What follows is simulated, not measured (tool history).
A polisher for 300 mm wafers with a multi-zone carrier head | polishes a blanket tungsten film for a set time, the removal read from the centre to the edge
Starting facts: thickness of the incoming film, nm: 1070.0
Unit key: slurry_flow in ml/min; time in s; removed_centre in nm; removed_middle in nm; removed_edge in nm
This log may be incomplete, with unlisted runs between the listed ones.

Run 1, hour 0: slurry_flow 295 ml/min, centre_zone 1, middle_zone 1, edge_zone 1, slurry_solids 1, time 51 s. Result: removed_centre 337.2 nm, removed_middle 331.76 nm, removed_edge 335.44 nm.
Run 2, hour 4.3: slurry_flow 295 ml/min, centre_zone 0.96, middle_zone 1, edge_zone 1.06, slurry_solids 1.15, time 52 s. Result: removed_centre 352.34 nm, removed_middle 350 nm, removed_edge 366.54 nm.
Run 3, hour 5.3: slurry_flow 295 ml/min, centre_zone 0.91, middle_zone 1.01, edge_zone 1.1, slurry_solids 1.25, time 53 s. Result: removed_centre 346.06 nm, removed_middle 367.34 nm, removed_edge 388.07 nm.
Run 4, hour 10.6: slurry_flow 300 ml/min, centre_zone 0.89, middle_zone 1.01, edge_zone 1.13, slurry_solids 1.3, time 53 s. Result: removed_centre 339.78 nm, removed_middle 369.36 nm, removed_edge 404.04 nm.
Run 5, hour 11.3: slurry_flow 300 ml/min, centre_zone 0.89, middle_zone 0.98, edge_zone 1.13, slurry_solids 1.3, time 53 s. Result: removed_centre 339.58 nm, removed_middle 359.76 nm, removed_edge 396.58 nm.
Run 6, hour 19.5: slurry_flow 300 ml/min, centre_zone 0.89, middle_zone 0.98, edge_zone 1.13, slurry_solids 1.3, time 62 s. Result: removed_centre 397.9 nm, removed_middle 420.1 nm, removed_edge 464.58 nm.

Estimate the outcome of run 7 from the log above:
Run 7, hour 24.6: slurry_flow 295 ml/min, centre_zone 0.87, middle_zone 0.97, edge_zone 1.11, slurry_solids 1.3, time 62 s. Result: removed_centre ?, removed_middle ?, removed_edge ?.

removed_centre: 388.32 nm
removed_middle: 421.5 nm
removed_edge: 466.06 nm
